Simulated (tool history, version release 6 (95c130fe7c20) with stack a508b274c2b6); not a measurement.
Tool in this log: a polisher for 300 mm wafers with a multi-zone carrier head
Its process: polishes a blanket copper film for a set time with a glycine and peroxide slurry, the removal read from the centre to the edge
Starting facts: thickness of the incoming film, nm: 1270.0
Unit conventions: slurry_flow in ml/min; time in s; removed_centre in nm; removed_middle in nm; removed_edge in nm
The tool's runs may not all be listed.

{"run": 1, "hour": 0.0, "slurry_flow": 155, "centre_zone": 1.0, "middle_zone": 1.0, "edge_zone": 1.0, "time": 79, "removed_centre": 403.89, "removed_middle": 412.02, "removed_edge": 421.84}
{"run": 2, "hour": 2.4, "slurry_flow": 165, "centre_zone": 1.01, "middle_zone": 1.03, "edge_zone": 1.03, "time": 82, "removed_centre": 435.79, "removed_middle": 443.07, "removed_edge": 445.68}
{"run": 3, "hour": 3.5, "slurry_flow": 165, "centre_zone": 1.01, "middle_zone": 1.03, "edge_zone": 0.95, "time": 82, "removed_centre": 438.2, "removed_middle": 440.28, "removed_edge": 427.15}
{"run": 4, "hour": 5.9, "slurry_flow": 170, "centre_zone": 1.01, "middle_zone": 1.05, "edge_zone": 0.99, "time": 85, "removed_centre": 457.83, "removed_middle": 464.04, "removed_edge": 449.3}
{"run": 5, "hour": 14.2, "slurry_flow": 170, "centre_zone": 1.01, "middle_zone": 1.05, "edge_zone": 0.99, "time": 72, "removed_centre": 375.09, "removed_middle": 389.46, "removed_edge": 371.79}
{"run": 6, "hour": 16.1, "slurry_flow": 170, "centre_zone": 1.0, "middle_zone": 1.07, "edge_zone": 1.01, "time": 78, "removed_centre": 411.37, "removed_middle": 434.61, "removed_edge": 407.33}
{"run": 7, "hour": 16.8, "slurry_flow": 170, "centre_zone": 0.99, "middle_zone": 1.08, "edge_zone": 1.03, "time": 82, "removed_centre": 426.07, "removed_middle": 468.3, "removed_edge": 444.24}
{"run": 8, "hour": 20.9, "slurry_flow": 175, "centre_zone": 1.0, "middle_zone": 1.09, "edge_zone": 1.05, "time": 85, "removed_centre": 449.72, "removed_middle": 487.55, "removed_edge": 462.54}
{"run": 9, "hour": 28.6, "slurry_flow": 180, "centre_zone": 1.0, "middle_zone": 1.1, "edge_zone": 1.07, "time": 87, "removed_centre": 461.11, "removed_middle": 499.15, "removed_edge": 483.52}

Run 10, settings as shown, results not yet in. Your forecast:
{"hour": 37.1, "done": "edge zone pressure recalibrated"}
{"run": 10, "hour": 37.1, "slurry_flow": 180, "centre_zone": 1.0, "middle_zone": 1.11, "edge_zone": 1.08, "time": 89, "removed_centre": "?", "removed_middle": "?", "removed_edge": "?"}

{"run 10": {"removed_centre": 460.92, "removed_middle": 515.54, "removed_edge": 489.67}}
